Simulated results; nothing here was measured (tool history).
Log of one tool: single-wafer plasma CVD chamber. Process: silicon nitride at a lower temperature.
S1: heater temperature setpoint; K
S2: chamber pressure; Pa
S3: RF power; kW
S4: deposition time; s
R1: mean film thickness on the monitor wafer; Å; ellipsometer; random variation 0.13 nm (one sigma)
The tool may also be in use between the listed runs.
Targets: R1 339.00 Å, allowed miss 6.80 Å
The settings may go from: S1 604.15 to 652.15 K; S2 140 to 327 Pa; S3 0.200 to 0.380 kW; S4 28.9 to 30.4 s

{"run": 1, "hour": 0.0, "S1": 628.15, "S2": 233, "S3": 0.29, "S4": 30.4, "R1": 371.75}
{"run": 2, "hour": 7.6, "S1": 628.15, "S2": 269, "S3": 0.29, "S4": 30.4, "R1": 389.88}
{"run": 3, "hour": 10.5, "S1": 618.15, "S2": 269, "S3": 0.29, "S4": 30.4, "R1": 391.57}
{"run": 4, "hour": 16.8, "S1": 618.15, "S2": 269, "S3": 0.315, "S4": 30.4, "R1": 407.98}
{"run": 5, "hour": 19.1, "S1": 618.15, "S2": 269, "S3": 0.315, "S4": 28.9, "R1": 388.5}
{"run": 6, "hour": 24.4, "S1": 618.15, "S2": 293, "S3": 0.315, "S4": 28.9, "R1": 396.56}
{"run": 7, "hour": 30.8, "S1": 618.15, "S2": 285, "S3": 0.31, "S4": 28.9, "R1": 390.33}
{"run": 8, "hour": 32.9, "S1": 618.15, "S2": 277, "S3": 0.305, "S4": 28.9, "R1": 383.51}
{"run": 9, "hour": 34.1, "S1": 618.15, "S2": 269, "S3": 0.3, "S4": 28.9, "R1": 378.21}
{"run": 10, "hour": 41.9, "S1": 618.15, "S2": 263, "S3": 0.3, "S4": 28.9, "R1": 377.04}
{"run": 11, "hour": 47.4, "S1": 618.15, "S2": 256, "S3": 0.295, "S4": 28.9, "R1": 369.37}
{"run": 12, "hour": 52.3, "S1": 618.15, "S2": 251, "S3": 0.295, "S4": 28.9, "R1": 368.98}
{"run": 13, "hour": 61.0, "S1": 618.15, "S2": 245, "S3": 0.295, "S4": 28.9, "R1": 364.61}
{"run": 14, "hour": 64.2, "S1": 618.15, "S2": 241, "S3": 0.295, "S4": 28.9, "R1": 361.55}

Which of these 4 next moves meets every target?
{"run": "A", "hour": 67.4, "S1": 609.15, "S2": 213, "S3": 0.245, "S4": 29.7, "R1": "?"}
{"run": "B", "hour": 67.4, "S1": 634.15, "S2": 208, "S3": 0.25, "S4": 29.3, "R1": "?"}
{"run": "C", "hour": 67.4, "S1": 608.15, "S2": 287, "S3": 0.31, "S4": 30.0, "R1": "?"}
{"run": "D", "hour": 67.4, "S1": 605.15, "S2": 237, "S3": 0.25, "S4": 29.4, "R1": "?"}

move=A R1=326.71
move=B R1=319.61
move=C R1=410.33
move=D R1=339.97
A: takes the result that was furthest off past its target
B: takes the result that was furthest off past its target
C: further off than the last run
D: meets every target
The right move is D.
